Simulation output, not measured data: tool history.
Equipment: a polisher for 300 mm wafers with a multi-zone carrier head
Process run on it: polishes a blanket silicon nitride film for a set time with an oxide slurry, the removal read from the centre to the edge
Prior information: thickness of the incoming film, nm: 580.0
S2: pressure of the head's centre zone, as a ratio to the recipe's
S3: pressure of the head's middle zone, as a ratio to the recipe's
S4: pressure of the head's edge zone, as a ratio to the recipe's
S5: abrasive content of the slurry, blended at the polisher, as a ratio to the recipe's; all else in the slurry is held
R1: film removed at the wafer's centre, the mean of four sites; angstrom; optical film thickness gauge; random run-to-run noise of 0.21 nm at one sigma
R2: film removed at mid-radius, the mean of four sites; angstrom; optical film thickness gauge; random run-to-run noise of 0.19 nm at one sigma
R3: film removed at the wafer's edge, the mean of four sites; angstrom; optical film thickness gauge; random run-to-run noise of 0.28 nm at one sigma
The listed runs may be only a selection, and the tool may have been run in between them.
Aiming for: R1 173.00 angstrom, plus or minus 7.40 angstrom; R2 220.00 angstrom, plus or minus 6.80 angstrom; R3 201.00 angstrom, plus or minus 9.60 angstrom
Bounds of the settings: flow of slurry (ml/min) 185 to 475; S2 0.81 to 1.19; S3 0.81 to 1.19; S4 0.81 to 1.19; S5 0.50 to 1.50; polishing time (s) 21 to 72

{"run": 1, "hour": 0.0, "flow of slurry (ml/min)": 305, "S2": 1.0, "S3": 1.0, "S4": 1.0, "S5": 1.0, "polishing time (s)": 46, "R1": 330.96, "R2": 329.25, "R3": 320.64}
{"run": 2, "hour": 2.4, "flow of slurry (ml/min)": 300, "S2": 0.97, "S3": 1.01, "S4": 0.99, "S5": 0.9, "polishing time (s)": 45, "R1": 287.95, "R2": 304.18, "R3": 288.18}
{"run": 3, "hour": 7.8, "flow of slurry (ml/min)": 295, "S2": 0.95, "S3": 1.0, "S4": 0.98, "S5": 0.85, "polishing time (s)": 45, "R1": 268.92, "R2": 287.54, "R3": 282.82}
{"run": 4, "hour": 8.5, "flow of slurry (ml/min)": 295, "S2": 0.95, "S3": 1.0, "S4": 0.98, "S5": 0.85, "polishing time (s)": 52, "R1": 316.97, "R2": 334.22, "R3": 325.29}
{"run": 5, "hour": 9.4, "flow of slurry (ml/min)": 295, "S2": 0.98, "S3": 1.0, "S4": 0.98, "S5": 0.85, "polishing time (s)": 52, "R1": 326.53, "R2": 334.42, "R3": 323.07}
{"run": 6, "hour": 18.3, "flow of slurry (ml/min)": 295, "S2": 0.98, "S3": 1.0, "S4": 0.98, "S5": 0.85, "polishing time (s)": 62, "R1": 388.47, "R2": 402.89, "R3": 398.31}
{"run": 7, "hour": 21.0, "flow of slurry (ml/min)": 290, "S2": 0.95, "S3": 1.0, "S4": 0.97, "S5": 0.8, "polishing time (s)": 59, "R1": 342.02, "R2": 362.5, "R3": 353.83}
{"run": 8, "hour": 28.1, "flow of slurry (ml/min)": 240, "S2": 0.85, "S3": 1.08, "S4": 1.01, "S5": 0.55, "polishing time (s)": 46, "R1": 165.68, "R2": 213.23, "R3": 197.12}
{"run": 9, "hour": 35.3, "flow of slurry (ml/min)": 245, "S2": 0.85, "S3": 1.08, "S4": 1.01, "S5": 0.55, "polishing time (s)": 46, "R1": 164.87, "R2": 212.97, "R3": 201.05}

Consider the 5 candidate settings below. Which is the only one whose results all fall within their allowed miss of target?
{"run": "A", "hour": 42.5, "flow of slurry (ml/min)": 250, "S2": 0.86, "S3": 1.01, "S4": 0.99, "S5": 0.5, "polishing time (s)": 51, "R1": "?", "R2": "?", "R3": "?"}
{"run": "B", "hour": 42.5, "flow of slurry (ml/min)": 245, "S2": 0.86, "S3": 0.96, "S4": 1.08, "S5": 0.6, "polishing time (s)": 46, "R1": "?", "R2": "?", "R3": "?"}
{"run": "C", "hour": 42.5, "flow of slurry (ml/min)": 305, "S2": 0.88, "S3": 1.07, "S4": 1.07, "S5": 0.65, "polishing time (s)": 37, "R1": "?", "R2": "?", "R3": "?"}
{"run": "D", "hour": 42.5, "flow of slurry (ml/min)": 185, "S2": 0.89, "S3": 1.12, "S4": 1.02, "S5": 0.5, "polishing time (s)": 54, "R1": "?", "R2": "?", "R3": "?"}
{"run": "E", "hour": 42.5, "flow of slurry (ml/min)": 335, "S2": 0.89, "S3": 1.04, "S4": 1.12, "S5": 0.6, "polishing time (s)": 40, "R1": "?", "R2": "?", "R3": "?"}

move=A R1=168.83 R2=202.12 R3=197.96
move=B R1=185.51 R2=212.91 R3=227.47
move=C R1=169.66 R2=207.75 R3=200.00
move=D R1=175.48 R2=222.70 R3=204.92
move=E R1=173.76 R2=205.15 R3=206.71
A: corrects the largest miss of the last run, while another result sits out of spec
B: the result that was furthest off in the last run now lies on the other side of its target
C: corrects the largest miss of the last run, while another result sits out of spec
D: all results in spec
E: corrects the largest miss of the last run, while another result sits out of spec
The right move is D.
